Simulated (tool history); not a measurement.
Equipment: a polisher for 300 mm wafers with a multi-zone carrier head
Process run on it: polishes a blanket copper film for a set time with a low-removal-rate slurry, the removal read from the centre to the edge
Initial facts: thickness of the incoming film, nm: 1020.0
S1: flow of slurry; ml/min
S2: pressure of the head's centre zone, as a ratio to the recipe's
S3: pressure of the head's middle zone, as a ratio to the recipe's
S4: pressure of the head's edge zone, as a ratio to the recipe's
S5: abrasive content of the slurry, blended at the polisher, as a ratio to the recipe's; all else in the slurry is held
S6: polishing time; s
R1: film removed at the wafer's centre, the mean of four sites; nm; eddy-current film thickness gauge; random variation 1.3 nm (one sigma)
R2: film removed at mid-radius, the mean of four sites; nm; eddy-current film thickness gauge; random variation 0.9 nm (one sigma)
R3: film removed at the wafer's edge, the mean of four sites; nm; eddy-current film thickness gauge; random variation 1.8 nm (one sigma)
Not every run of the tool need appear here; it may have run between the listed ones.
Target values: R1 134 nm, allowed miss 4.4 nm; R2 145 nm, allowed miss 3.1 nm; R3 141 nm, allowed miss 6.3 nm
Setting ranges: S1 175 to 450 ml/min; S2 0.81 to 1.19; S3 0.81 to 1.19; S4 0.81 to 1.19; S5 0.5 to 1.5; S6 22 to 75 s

| run | day | S1 | S2 | S3 | S4 | S5 | S6 | R1 | R2 | R3 |
|---|---|---|---|---|---|---|---|---|---|---|
| 1 | 0 | 290 | 1 | 1 | 1 | 1 | 48 | 184.03 | 184.37 | 185.35 |
| 2 | 0.317 | 230 | 1 | 1 | 1 | 1 | 48 | 175.35 | 179.67 | 183.77 |
| 3 | 0.471 | 245 | 0.98 | 0.99 | 0.97 | 0.9 | 47 | 169.4 | 172.37 | 171.97 |
| 4 | 0.692 | 240 | 0.95 | 0.97 | 0.95 | 0.8 | 47 | 158.29 | 166.14 | 169.7 |
| 5 | 0.775 | 245 | 0.94 | 0.97 | 0.93 | 0.75 | 46 | 152.58 | 161.85 | 166.25 |
| 6 | 0.929 | 245 | 0.94 | 0.98 | 0.91 | 0.7 | 45 | 148.47 | 158.53 | 157.36 |
| 7 | 0.954 | 240 | 0.94 | 0.98 | 0.89 | 0.65 | 45 | 147.19 | 157.2 | 151.71 |
| 8 | 1.208 | 235 | 0.93 | 0.97 | 0.88 | 0.6 | 45 | 143.87 | 151.29 | 147.33 |

Below are 5 possible settings for the next run. Only one of them brings all results inside the allowed miss of their targets. Which is it?
| A | 1.462 | 215 | 0.93 | 0.97 | 0.92 | 0.6 | 46 | ? | ? | ? |
| B | 1.462 | 255 | 0.96 | 1.11 | 0.81 | 0.55 | 41 | ? | ? | ? |
| C | 1.462 | 205 | 0.88 | 1.09 | 0.81 | 0.55 | 44 | ? | ? | ? |
| D | 1.462 | 180 | 1.1 | 1.19 | 1 | 0.9 | 35 | ? | ? | ? |
| E | 1.462 | 285 | 0.91 | 0.97 | 0.87 | 0.6 | 42 | ? | ? | ? |

| move | R1 | R2 | R3 |
|---|---|---|---|
| A | 144.69 | 155.16 | 154.22 |
| B | 134.53 | 156.02 | 129.89 |
| C | 128.66 | 160.94 | 136.88 |
| D | 135.23 | 145.59 | 127.12 |
| E | 133.6 | 145.97 | 140.38 |
A: further off than the last run
B: corrects the largest miss of the last run, while another result sits out of spec
C: the result that was furthest off in the last run now lies on the other side of its target
D: corrects the largest miss of the last run, while another result sits out of spec
E: hits every target within its allowed miss
Move E is the one to make.
